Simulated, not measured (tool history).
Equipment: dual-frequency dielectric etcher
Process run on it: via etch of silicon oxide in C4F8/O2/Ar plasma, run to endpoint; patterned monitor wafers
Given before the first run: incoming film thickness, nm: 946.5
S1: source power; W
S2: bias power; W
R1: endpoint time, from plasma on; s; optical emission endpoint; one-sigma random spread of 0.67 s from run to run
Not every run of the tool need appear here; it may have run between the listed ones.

Run 1, hour 0: S1 2430 W, S2 2611 W. Result: R1 185.9 s.
Run 2, hour 7.2: S1 2430 W, S2 2190 W. Result: R1 192.74 s.
Run 3, hour 9.8: S1 2430 W, S2 2546 W. Result: R1 186.35 s.
Run 4, hour 17: S1 2430 W, S2 2718 W. Result: R1 184.15 s.
Run 5, hour 20.5: S1 2340 W, S2 2691 W. Result: R1 187.29 s.
Run 6, hour 28.8: S1 2520 W, S2 2691 W. Result: R1 181.1 s.
Run 7, hour 35.9: S1 2420 W, S2 2666 W. Result: R1 185.05 s.
Run 8, hour 41: S1 2340 W, S2 2644 W. Result: R1 188.48 s.
At hour 46.7: wet clean of the chamber.
Run 9, hour 46.7: S1 1890 W, S2 2540 W. Result: R1 197.73 s.

What will run 10 give?
Run 10, hour 51: S1 1890 W, S2 2540 W. Result: R1 ?.

R1: 196.37 s

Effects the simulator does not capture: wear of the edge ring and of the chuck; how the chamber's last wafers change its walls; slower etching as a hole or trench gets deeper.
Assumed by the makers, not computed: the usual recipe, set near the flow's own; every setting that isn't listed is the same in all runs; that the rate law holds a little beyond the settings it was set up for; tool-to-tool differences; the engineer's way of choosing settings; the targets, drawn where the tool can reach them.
